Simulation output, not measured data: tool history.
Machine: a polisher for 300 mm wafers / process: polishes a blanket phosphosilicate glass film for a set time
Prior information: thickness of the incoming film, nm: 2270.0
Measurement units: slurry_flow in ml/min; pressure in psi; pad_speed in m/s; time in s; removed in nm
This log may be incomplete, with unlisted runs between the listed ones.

{"run": 1, "hour": 0.0, "slurry_flow": 125, "pressure": 3.5, "pad_speed": 1.1, "slurry_solids": 1.0, "time": 31, "removed": 286.33}
{"run": 2, "hour": 3.6, "slurry_flow": 125, "pressure": 3.5, "pad_speed": 1.1, "slurry_solids": 0.85, "time": 31, "removed": 264.57}
{"run": 3, "hour": 6.6, "slurry_flow": 135, "pressure": 4.0, "pad_speed": 1.1, "slurry_solids": 0.85, "time": 31, "removed": 308.71}
{"run": 4, "hour": 11.5, "slurry_flow": 140, "pressure": 4.4, "pad_speed": 1.12, "slurry_solids": 0.85, "time": 31, "removed": 347.8}
{"run": 5, "hour": 16.7, "slurry_flow": 145, "pressure": 4.7, "pad_speed": 1.14, "slurry_solids": 0.85, "time": 31, "removed": 378.87}
{"run": 6, "hour": 25.1, "slurry_flow": 145, "pressure": 4.7, "pad_speed": 1.14, "slurry_solids": 0.85, "time": 31, "removed": 381.07}
{"run": 7, "hour": 29.9, "slurry_flow": 150, "pressure": 4.9, "pad_speed": 1.16, "slurry_solids": 0.85, "time": 31, "removed": 406.36}
{"hour": 33.1, "done": "worn pad replaced by a new one"}
{"run": 8, "hour": 33.1, "slurry_flow": 165, "pressure": 5.4, "pad_speed": 1.22, "slurry_solids": 0.85, "time": 31, "removed": 531.62}
{"run": 9, "hour": 42.0, "slurry_flow": 160, "pressure": 5.4, "pad_speed": 1.22, "slurry_solids": 0.85, "time": 31, "removed": 529.57}
{"run": 10, "hour": 44.9, "slurry_flow": 155, "pressure": 5.4, "pad_speed": 1.22, "slurry_solids": 0.85, "time": 31, "removed": 529.71}

For run 11, what comes out?
{"run": 11, "hour": 52.3, "slurry_flow": 155, "pressure": 5.3, "pad_speed": 1.22, "slurry_solids": 0.85, "time": 31, "removed": "?"}

removed: 521.32 nm
